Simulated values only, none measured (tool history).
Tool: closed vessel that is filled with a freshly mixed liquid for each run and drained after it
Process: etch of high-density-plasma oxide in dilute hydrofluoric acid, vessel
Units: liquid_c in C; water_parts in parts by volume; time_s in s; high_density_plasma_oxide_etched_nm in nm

run	hour	liquid_c	water_parts	time_s	high_density_plasma_oxide_etched_nm
1	0.0	20.0	120	455	32.075
2	4.6	17.5	120	455	28.899
3	11.9	17.5	140	455	24.471
4	16.2	17.5	140	455	24.220
5	20.7	17.5	140	495	26.470
6	25.8	20.0	135	495	30.332
7	31.0	21.5	130	495	33.579
8	39.4	23.0	125	495	36.721
9	41.6	24.0	120	495	40.853
10	49.3	25.0	120	495	42.359
11	55.4	25.5	120	495	43.724
12	62.5	26.0	120	495	44.671

The next listed run, before its measurement:
# hour 67.1: thermometer replaced
13	67.1	26.5	120	495	?

high_density_plasma_oxide_etched_nm: 43.142 nm

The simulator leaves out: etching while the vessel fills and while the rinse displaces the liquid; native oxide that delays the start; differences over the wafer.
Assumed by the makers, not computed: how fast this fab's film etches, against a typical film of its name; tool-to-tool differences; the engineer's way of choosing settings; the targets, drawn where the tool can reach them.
